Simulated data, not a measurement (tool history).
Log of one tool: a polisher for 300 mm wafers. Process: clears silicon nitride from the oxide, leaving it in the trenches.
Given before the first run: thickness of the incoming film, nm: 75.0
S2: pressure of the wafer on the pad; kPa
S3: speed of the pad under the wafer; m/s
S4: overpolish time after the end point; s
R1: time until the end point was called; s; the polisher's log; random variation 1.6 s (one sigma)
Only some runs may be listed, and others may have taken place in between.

{"run": 1, "hour": 0.0, "flow of slurry (ml/min)": 265, "S2": 11.7, "S3": 1.22, "S4": 10, "R1": 147.04}
{"run": 2, "hour": 4.8, "flow of slurry (ml/min)": 265, "S2": 11, "S3": 1.22, "S4": 10, "R1": 154.02}
{"run": 3, "hour": 10.5, "flow of slurry (ml/min)": 265, "S2": 13.8, "S3": 1.22, "S4": 10, "R1": 126}
{"run": 4, "hour": 13.3, "flow of slurry (ml/min)": 265, "S2": 15.2, "S3": 1.22, "S4": 10, "R1": 116.75}
{"run": 5, "hour": 17.4, "flow of slurry (ml/min)": 265, "S2": 15.2, "S3": 1.48, "S4": 10, "R1": 96.416}
{"run": 6, "hour": 25.2, "flow of slurry (ml/min)": 265, "S2": 15.2, "S3": 1.32, "S4": 10, "R1": 106.52}
{"run": 7, "hour": 32.6, "flow of slurry (ml/min)": 265, "S2": 13.8, "S3": 1.32, "S4": 10, "R1": 117.47}
{"hour": 38.8, "done": "worn pad replaced by a new one"}
{"run": 8, "hour": 38.8, "flow of slurry (ml/min)": 265, "S2": 12.4, "S3": 1.32, "S4": 10, "R1": 113.3}

Run 9, settings as shown, results not yet in. Your forecast:
{"run": 9, "hour": 40.3, "flow of slurry (ml/min)": 250, "S2": 10.3, "S3": 0.98, "S4": 10, "R1": "?"}

{"run 9": {"R1": 179.84}}
